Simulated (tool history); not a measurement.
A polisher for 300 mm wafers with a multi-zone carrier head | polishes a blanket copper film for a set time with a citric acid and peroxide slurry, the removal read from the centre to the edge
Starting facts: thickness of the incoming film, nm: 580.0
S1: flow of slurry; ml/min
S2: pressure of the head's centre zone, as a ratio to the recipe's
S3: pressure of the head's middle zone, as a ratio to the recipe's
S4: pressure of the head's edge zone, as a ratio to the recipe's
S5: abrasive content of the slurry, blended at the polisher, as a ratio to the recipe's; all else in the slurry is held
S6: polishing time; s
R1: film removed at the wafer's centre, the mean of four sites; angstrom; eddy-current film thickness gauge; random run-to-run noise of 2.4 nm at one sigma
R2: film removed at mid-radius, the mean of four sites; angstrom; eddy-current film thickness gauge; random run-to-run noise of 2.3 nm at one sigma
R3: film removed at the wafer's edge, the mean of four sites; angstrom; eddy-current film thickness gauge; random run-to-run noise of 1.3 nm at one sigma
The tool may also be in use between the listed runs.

| run | day | S1 | S2 | S3 | S4 | S5 | S6 | R1 | R2 | R3 |
|---|---|---|---|---|---|---|---|---|---|---|
| 1 | 0 | 130 | 1 | 1 | 1 | 1 | 69 | 1519.8 | 1513.2 | 1567 |
| 2 | 0.029 | 130 | 1 | 0.93 | 1 | 1 | 69 | 1482.8 | 1480.5 | 1550.4 |
| 3 | 0.142 | 130 | 1 | 0.93 | 1 | 1 | 53 | 1150.3 | 1133.7 | 1211.2 |
| 4 | 0.179 | 140 | 0.99 | 0.95 | 1.04 | 1.1 | 58 | 1306.3 | 1298.5 | 1368.2 |
| 5 | 0.429 | 140 | 0.97 | 0.95 | 1.07 | 1.2 | 63 | 1426.9 | 1439.8 | 1562.9 |
| 6 | 0.65 | 165 | 0.97 | 0.95 | 1.07 | 1.2 | 63 | 1529.9 | 1495 | 1586.1 |

Predict the results of run 7:
| 7 | 0.979 | 165 | 0.96 | 0.96 | 1.09 | 1.25 | 65 | ? | ? | ? |

Logged for run 7: R1 1523.6 angstrom, R2 1588.2 angstrom, R3 1675.9 angstrom.

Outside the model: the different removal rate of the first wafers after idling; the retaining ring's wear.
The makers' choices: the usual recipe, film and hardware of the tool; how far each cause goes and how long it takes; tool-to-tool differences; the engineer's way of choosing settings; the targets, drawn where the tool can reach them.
